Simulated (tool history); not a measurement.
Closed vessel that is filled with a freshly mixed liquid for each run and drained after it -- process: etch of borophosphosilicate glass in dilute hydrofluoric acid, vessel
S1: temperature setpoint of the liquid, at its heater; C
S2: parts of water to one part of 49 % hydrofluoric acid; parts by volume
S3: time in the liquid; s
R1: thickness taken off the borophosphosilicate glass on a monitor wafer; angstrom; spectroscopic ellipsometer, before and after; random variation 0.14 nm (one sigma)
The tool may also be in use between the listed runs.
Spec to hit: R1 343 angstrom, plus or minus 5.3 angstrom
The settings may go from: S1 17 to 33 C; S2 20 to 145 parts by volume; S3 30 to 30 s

run 1 hour=0 | S1=25 S2=80 S3=30 | R1=240.73
run 2 hour=2.6 | S1=25 S2=90 S3=30 | R1=210.67
run 3 hour=7.4 | S1=25 S2=90 S3=30 | R1=212.66
run 4 hour=10 | S1=25 S2=115 S3=30 | R1=161.25
run 5 hour=19.3 | S1=25 S2=95 S3=30 | R1=199.48
run 6 hour=21.9 | S1=25 S2=95 S3=30 | R1=200.38
run 7 hour=27 | S1=27.5 S2=90 S3=30 | R1=235.06
run 8 hour=32.4 | S1=29.5 S2=85 S3=30 | R1=271.64
run 9 hour=33.3 | S1=30.5 S2=80 S3=30 | R1=300.37
run 10 hour=41.5 | S1=31.5 S2=80 S3=30 | R1=311.31
run 11 hour=44.6 | S1=33 S2=75 S3=30 | R1=355.58

Which one of the following 4 next-run settings gets every result inside its allowed miss? There is exactly one.
run A hour=47.7 | S1=31.5 S2=70 S3=30 | R1=?
run B hour=47.7 | S1=33 S2=80 S3=30 | R1=?
run C hour=47.7 | S1=26 S2=60 S3=30 | R1=?
run D hour=47.7 | S1=29 S2=70 S3=30 | R1=?

move=A R1=358.96
move=B R1=327.19
move=C R1=342.72
move=D R1=326.08
A: misses by more than the last run did
B: takes the biggest miss from the last run beyond its target
C: all results land within tolerance of their targets
D: takes the biggest miss from the last run beyond its target
Go with C: it meets all targets.
